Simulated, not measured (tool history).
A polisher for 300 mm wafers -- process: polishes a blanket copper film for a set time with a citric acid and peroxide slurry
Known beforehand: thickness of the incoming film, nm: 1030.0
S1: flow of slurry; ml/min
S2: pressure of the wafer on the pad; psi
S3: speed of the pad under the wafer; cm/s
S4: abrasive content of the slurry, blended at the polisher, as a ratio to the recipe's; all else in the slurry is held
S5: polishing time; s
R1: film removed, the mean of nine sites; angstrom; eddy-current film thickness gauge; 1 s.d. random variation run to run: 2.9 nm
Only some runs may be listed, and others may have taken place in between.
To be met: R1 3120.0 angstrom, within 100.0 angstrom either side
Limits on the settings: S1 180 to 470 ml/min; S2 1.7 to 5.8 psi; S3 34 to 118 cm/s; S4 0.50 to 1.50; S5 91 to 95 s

run	hour	S1	S2	S3	S4	S5	R1
1	0.0	300	3.7	76	1.00	91	2150.6
2	6.5	300	3.7	76	0.80	91	1998.9
3	13.4	300	3.7	76	0.70	91	1937.7
4	15.9	300	3.7	86	0.70	91	2139.0
5	22.3	300	3.9	86	0.70	91	2251.0
6	23.5	300	4.2	86	0.70	91	2431.1
7	30.9	300	4.3	86	0.70	91	2441.5
8	33.5	300	4.5	86	0.70	91	2577.3
9	38.1	300	4.6	86	0.70	91	2604.3
10	44.3	300	4.7	86	0.70	91	2621.9
11	51.8	300	4.8	86	0.70	91	2716.1
12	59.9	300	4.9	86	0.70	91	2785.1
13	66.0	300	5.0	86	0.70	91	2831.4
14	68.3	300	5.1	86	0.70	91	2840.3
15	70.0	300	5.2	86	0.70	91	2914.5

4 candidate next runs follow, results not yet known. Just one meets every target within its allowed miss. Identify it.
A	71.7	350	5.3	80	0.80	92	?
B	71.7	275	5.3	82	0.80	95	?
C	71.7	295	4.7	78	0.90	94	?
D	71.7	305	5.1	76	0.85	91	?

move	R1
A	2962.9
B	3074.1
C	2723.4
D	2720.4
A: moves toward the targets from the last run without getting all of them in spec
B: hits every target within its allowed miss
C: moves away from the targets compared with the last run
D: moves away from the targets compared with the last run
B meets every target.

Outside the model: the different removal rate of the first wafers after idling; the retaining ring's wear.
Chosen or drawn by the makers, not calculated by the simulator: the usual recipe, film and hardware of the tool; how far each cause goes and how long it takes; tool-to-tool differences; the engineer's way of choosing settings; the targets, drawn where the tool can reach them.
